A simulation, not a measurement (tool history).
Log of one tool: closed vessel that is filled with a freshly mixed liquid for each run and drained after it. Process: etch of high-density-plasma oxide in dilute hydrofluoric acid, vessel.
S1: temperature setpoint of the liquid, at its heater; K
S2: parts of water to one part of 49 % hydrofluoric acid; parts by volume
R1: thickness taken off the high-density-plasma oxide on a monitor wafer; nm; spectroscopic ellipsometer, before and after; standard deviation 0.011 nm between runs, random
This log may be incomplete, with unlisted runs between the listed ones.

{"run": 1, "hour": 0.0, "S1": 296.15, "S2": 190, "time in the liquid (s)": 35, "R1": 1.1924}
{"run": 2, "hour": 5.7, "S1": 297.15, "S2": 185, "time in the liquid (s)": 35, "R1": 1.2899}
{"run": 3, "hour": 12.9, "S1": 297.65, "S2": 180, "time in the liquid (s)": 35, "R1": 1.3562}
{"run": 4, "hour": 19.6, "S1": 297.65, "S2": 180, "time in the liquid (s)": 35, "R1": 1.3399}
{"run": 5, "hour": 21.8, "S1": 297.65, "S2": 245, "time in the liquid (s)": 35, "R1": 0.91784}
{"run": 6, "hour": 24.4, "S1": 298.15, "S2": 235, "time in the liquid (s)": 35, "R1": 0.99835}
{"run": 7, "hour": 29.0, "S1": 298.65, "S2": 225, "time in the liquid (s)": 35, "R1": 1.0697}
{"run": 8, "hour": 31.2, "S1": 299.15, "S2": 215, "time in the liquid (s)": 35, "R1": 1.1428}
{"run": 9, "hour": 36.2, "S1": 299.65, "S2": 205, "time in the liquid (s)": 35, "R1": 1.2316}
{"run": 10, "hour": 42.2, "S1": 300.15, "S2": 200, "time in the liquid (s)": 35, "R1": 1.294}
{"run": 11, "hour": 50.3, "S1": 300.65, "S2": 195, "time in the liquid (s)": 35, "R1": 1.3622}
{"run": 12, "hour": 52.6, "S1": 301.15, "S2": 190, "time in the liquid (s)": 35, "R1": 1.432}
{"run": 13, "hour": 55.5, "S1": 301.65, "S2": 185, "time in the liquid (s)": 35, "R1": 1.5054}

Expected results for the next run?
{"run": 14, "hour": 63.1, "S1": 302.15, "S2": 180, "time in the liquid (s)": 35, "R1": "?"}

{"run 14": {"R1": 1.5794}}
